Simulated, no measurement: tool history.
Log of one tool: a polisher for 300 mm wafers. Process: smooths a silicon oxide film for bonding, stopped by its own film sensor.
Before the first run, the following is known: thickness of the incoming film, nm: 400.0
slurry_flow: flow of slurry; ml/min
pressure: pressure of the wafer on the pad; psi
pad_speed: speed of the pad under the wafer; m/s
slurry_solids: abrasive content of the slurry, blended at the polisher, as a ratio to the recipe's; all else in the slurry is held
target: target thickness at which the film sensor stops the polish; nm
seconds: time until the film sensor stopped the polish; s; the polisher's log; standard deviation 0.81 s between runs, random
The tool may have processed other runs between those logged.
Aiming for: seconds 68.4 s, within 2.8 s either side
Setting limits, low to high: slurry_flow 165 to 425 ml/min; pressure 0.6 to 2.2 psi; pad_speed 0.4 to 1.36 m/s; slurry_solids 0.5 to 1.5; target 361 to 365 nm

run	hour	slurry_flow	pressure	pad_speed	slurry_solids	target	seconds
1	0	275	1.4	0.88	1	361	87.506
2	5.8	245	1.4	0.88	1	361	89.87
3	9.8	245	1.4	0.88	1	365	79.323
4	16.6	245	1.4	0.88	1.05	365	78.991
5	19.1	245	1.5	0.88	1.05	365	74.312
6	27.5	245	1.5	0.68	1.05	365	89.283
7	31.6	245	1.6	0.68	1.05	365	84.455
8	33.4	245	1.7	0.68	1.05	365	81.962
9	37.3	245	1.8	0.68	1.05	365	78.185
10	45.8	245	1.9	0.68	1.05	365	74.284
11	46.3	245	2	0.68	1.05	365	71.66

Pick the move, out of 4, that brings all results within their allowed miss; only one does.
A	46.8	215	2.1	0.66	1.05	364	?
B	46.8	230	2.1	0.6	1.1	362	?
C	46.8	270	2.1	0.7	1.15	364	?
D	46.8	295	2	0.54	1.1	365	?

move	seconds
A	72.88
B	79.872
C	66.053
D	79.57
A: misses by more than the last run did
B: misses by more than the last run did
C: every result lands within tolerance
D: misses by more than the last run did
Answer: C
